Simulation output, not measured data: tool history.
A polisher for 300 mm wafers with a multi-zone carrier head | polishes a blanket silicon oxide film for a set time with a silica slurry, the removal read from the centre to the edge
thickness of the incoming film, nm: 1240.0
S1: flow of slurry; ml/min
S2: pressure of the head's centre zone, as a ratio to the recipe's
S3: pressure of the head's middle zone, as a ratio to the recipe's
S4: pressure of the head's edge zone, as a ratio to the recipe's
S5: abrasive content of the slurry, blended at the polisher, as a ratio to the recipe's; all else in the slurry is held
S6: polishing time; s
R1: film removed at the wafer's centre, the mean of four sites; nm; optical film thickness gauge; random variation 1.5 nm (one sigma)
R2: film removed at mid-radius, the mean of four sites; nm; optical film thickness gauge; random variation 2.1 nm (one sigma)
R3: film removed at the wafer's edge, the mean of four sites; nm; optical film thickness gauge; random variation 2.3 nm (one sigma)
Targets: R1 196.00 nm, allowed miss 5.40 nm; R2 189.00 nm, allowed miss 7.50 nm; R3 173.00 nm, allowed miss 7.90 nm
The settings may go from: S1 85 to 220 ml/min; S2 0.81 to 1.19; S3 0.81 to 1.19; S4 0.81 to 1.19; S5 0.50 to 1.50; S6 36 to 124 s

Run 1, hour 0.0: S1 140 ml/min, S2 1.00, S3 1.00, S4 1.00, S5 1.00, S6 79 s. Result: R1 348.50 nm, R2 345.79 nm, R3 344.56 nm.
Run 2, hour 2.9: S1 115 ml/min, S2 1.00, S3 1.00, S4 1.00, S5 1.00, S6 79 s. Result: R1 327.85 nm, R2 336.29 nm, R3 332.35 nm.
Run 3, hour 11.4: S1 95 ml/min, S2 1.00, S3 1.00, S4 1.00, S5 1.00, S6 79 s. Result: R1 306.70 nm, R2 313.01 nm, R3 318.85 nm.
Run 4, hour 14.1: S1 95 ml/min, S2 1.00, S3 1.00, S4 0.93, S5 1.00, S6 79 s. Result: R1 305.04 nm, R2 309.16 nm, R3 310.98 nm.
Run 5, hour 18.7: S1 105 ml/min, S2 1.02, S3 1.01, S4 0.91, S5 0.90, S6 72 s. Result: R1 284.84 nm, R2 284.03 nm, R3 271.37 nm.
Run 6, hour 22.7: S1 110 ml/min, S2 1.02, S3 1.00, S4 0.89, S5 0.80, S6 67 s. Result: R1 255.62 nm, R2 255.47 nm, R3 239.73 nm.
Run 7, hour 25.5: S1 115 ml/min, S2 1.02, S3 0.99, S4 0.88, S5 0.75, S6 64 s. Result: R1 243.87 nm, R2 238.78 nm, R3 232.86 nm.
Run 8, hour 34.2: S1 115 ml/min, S2 1.02, S3 0.99, S4 0.88, S5 0.75, S6 64 s. Result: R1 243.37 nm, R2 244.36 nm, R3 231.58 nm.
Run 9, hour 35.6: S1 115 ml/min, S2 1.03, S3 0.99, S4 0.87, S5 0.70, S6 61 s. Result: R1 229.91 nm, R2 219.10 nm, R3 215.36 nm.
Run 10, hour 42.4: S1 110 ml/min, S2 1.04, S3 1.01, S4 0.86, S5 0.65, S6 60 s. Result: R1 215.05 nm, R2 208.86 nm, R3 195.10 nm.
Run 11, hour 51.1: S1 105 ml/min, S2 1.04, S3 1.02, S4 0.86, S5 0.65, S6 60 s. Result: R1 212.03 nm, R2 208.53 nm, R3 198.62 nm.
Run 12, hour 54.4: S1 105 ml/min, S2 1.04, S3 1.02, S4 0.86, S5 0.65, S6 60 s. Result: R1 209.78 nm, R2 207.81 nm, R3 196.26 nm.
Run 13, hour 63.1: S1 100 ml/min, S2 1.05, S3 1.03, S4 0.85, S5 0.65, S6 60 s. Result: R1 208.13 nm, R2 209.80 nm, R3 194.96 nm.
Run 14, hour 69.6: S1 100 ml/min, S2 1.06, S3 1.03, S4 0.84, S5 0.60, S6 60 s. Result: R1 205.95 nm, R2 200.17 nm, R3 185.44 nm.
Run 15, hour 75.6: S1 95 ml/min, S2 1.06, S3 1.03, S4 0.84, S5 0.60, S6 60 s. Result: R1 200.35 nm, R2 196.93 nm, R3 183.85 nm.
Run 16, hour 80.3: S1 95 ml/min, S2 1.07, S3 1.03, S4 0.83, S5 0.60, S6 60 s. Result: R1 205.00 nm, R2 196.55 nm, R3 188.51 nm.
Run 17, hour 87.9: S1 95 ml/min, S2 1.08, S3 1.04, S4 0.83, S5 0.60, S6 60 s. Result: R1 204.71 nm, R2 204.09 nm, R3 185.46 nm.
Run 18, hour 94.5: S1 95 ml/min, S2 1.09, S3 1.04, S4 0.83, S5 0.60, S6 60 s. Result: R1 206.23 nm, R2 200.01 nm, R3 184.16 nm.
Run 19, hour 100.5: S1 95 ml/min, S2 1.09, S3 1.04, S4 0.83, S5 0.60, S6 60 s. Result: R1 209.32 nm, R2 197.81 nm, R3 188.20 nm.

4 next moves are on the table. One of them brings every result within its allowed miss. Which?
Run A, hour 106.5: S1 85 ml/min, S2 1.15, S3 0.90, S4 0.93, S5 0.65, S6 60 s. Result: R1 ?, R2 ?, R3 ?.
Run B, hour 106.5: S1 120 ml/min, S2 1.06, S3 1.03, S4 0.82, S5 0.55, S6 56 s. Result: R1 ?, R2 ?, R3 ?.
Run C, hour 106.5: S1 105 ml/min, S2 1.19, S3 0.92, S4 0.85, S5 0.65, S6 53 s. Result: R1 ?, R2 ?, R3 ?.
Run D, hour 106.5: S1 95 ml/min, S2 1.11, S3 0.99, S4 0.84, S5 0.55, S6 67 s. Result: R1 ?, R2 ?, R3 ?.

move      R1      R2      R3
   A  213.80  173.14  198.39
   B  195.76  189.27  178.25
   C  213.39  167.95  178.55
   D  225.80  203.73  204.84
A: further off than the last run
B: meets every target
C: further off than the last run
D: further off than the last run
The right move is B.
